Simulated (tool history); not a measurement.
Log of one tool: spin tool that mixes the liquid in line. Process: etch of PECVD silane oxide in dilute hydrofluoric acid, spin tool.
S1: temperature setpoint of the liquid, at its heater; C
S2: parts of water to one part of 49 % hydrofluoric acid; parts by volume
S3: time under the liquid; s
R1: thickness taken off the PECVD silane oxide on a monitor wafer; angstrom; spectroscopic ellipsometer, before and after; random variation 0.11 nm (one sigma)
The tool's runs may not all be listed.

run  hour    S1   S2   S3      R1
  1   0.0  25.0  255  280  196.83
  2   8.7  25.0  215  280  243.41
  3  15.7  24.0  225  280  221.53
  4  20.1  23.0  235  280  203.73
  5  26.2  23.0  315  280  137.82
  6  29.4  23.0  400  280  102.20
  7  31.7  23.0  400  280  101.95
  8  35.8  24.0  400  280  105.30
  9  39.1  24.5  400  280  105.01
 10  44.5  25.5  400  280  111.11
 11  46.7  26.0  400  280  111.86

Run 12 comes next. What will it give?
 12  49.5  26.0  400  280   ?

Run 12 gave R1 113.15 angstrom.
